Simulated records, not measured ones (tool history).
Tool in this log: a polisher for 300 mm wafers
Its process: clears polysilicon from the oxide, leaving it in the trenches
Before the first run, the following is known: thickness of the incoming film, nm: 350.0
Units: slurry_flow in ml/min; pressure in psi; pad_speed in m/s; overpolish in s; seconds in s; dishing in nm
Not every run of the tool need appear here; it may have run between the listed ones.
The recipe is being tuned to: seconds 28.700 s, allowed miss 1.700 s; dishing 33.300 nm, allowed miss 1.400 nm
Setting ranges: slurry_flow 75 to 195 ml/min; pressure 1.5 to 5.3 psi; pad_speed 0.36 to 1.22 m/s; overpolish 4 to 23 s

{"run": 1, "hour": 0.0, "slurry_flow": 125, "pressure": 3.4, "pad_speed": 0.78, "overpolish": 12, "seconds": 30.463, "dishing": 41.813}
{"run": 2, "hour": 4.3, "slurry_flow": 125, "pressure": 3.4, "pad_speed": 0.78, "overpolish": 10, "seconds": 29.285, "dishing": 39.756}
{"run": 3, "hour": 5.9, "slurry_flow": 125, "pressure": 4.1, "pad_speed": 0.78, "overpolish": 10, "seconds": 25.24, "dishing": 41.012}
{"run": 4, "hour": 13.2, "slurry_flow": 125, "pressure": 4.0, "pad_speed": 0.76, "overpolish": 8, "seconds": 25.816, "dishing": 38.321}
{"run": 5, "hour": 17.0, "slurry_flow": 135, "pressure": 4.0, "pad_speed": 0.76, "overpolish": 8, "seconds": 25.676, "dishing": 38.255}
{"run": 6, "hour": 23.9, "slurry_flow": 135, "pressure": 4.0, "pad_speed": 0.76, "overpolish": 5, "seconds": 25.817, "dishing": 32.442}
{"run": 7, "hour": 27.3, "slurry_flow": 135, "pressure": 3.9, "pad_speed": 0.76, "overpolish": 5, "seconds": 26.616, "dishing": 31.097}
{"run": 8, "hour": 30.5, "slurry_flow": 130, "pressure": 3.9, "pad_speed": 0.76, "overpolish": 5, "seconds": 27.267, "dishing": 31.396}

Which one of the following 4 next-run settings gets every result inside its allowed miss? There is exactly one.
{"run": "A", "hour": 33.7, "slurry_flow": 175, "pressure": 3.9, "pad_speed": 0.84, "overpolish": 4, "seconds": "?", "dishing": "?"}
{"run": "B", "hour": 33.7, "slurry_flow": 150, "pressure": 3.8, "pad_speed": 0.6, "overpolish": 7, "seconds": "?", "dishing": "?"}
{"run": "C", "hour": 33.7, "slurry_flow": 145, "pressure": 3.1, "pad_speed": 0.86, "overpolish": 7, "seconds": "?", "dishing": "?"}
{"run": "D", "hour": 33.7, "slurry_flow": 90, "pressure": 4.4, "pad_speed": 0.7, "overpolish": 6, "seconds": "?", "dishing": "?"}

move=A seconds=23.131 dishing=30.196
move=B seconds=33.169 dishing=33.337
move=C seconds=29.213 dishing=35.222
move=D seconds=28.342 dishing=33.384
A: lands further from the targets than the last run did
B: brings the result that was furthest off to its target, and leaves another outside
C: pushes the last run's worst result past its target
D: hits every target within its allowed miss
D is the move that brings every result within its allowed miss.

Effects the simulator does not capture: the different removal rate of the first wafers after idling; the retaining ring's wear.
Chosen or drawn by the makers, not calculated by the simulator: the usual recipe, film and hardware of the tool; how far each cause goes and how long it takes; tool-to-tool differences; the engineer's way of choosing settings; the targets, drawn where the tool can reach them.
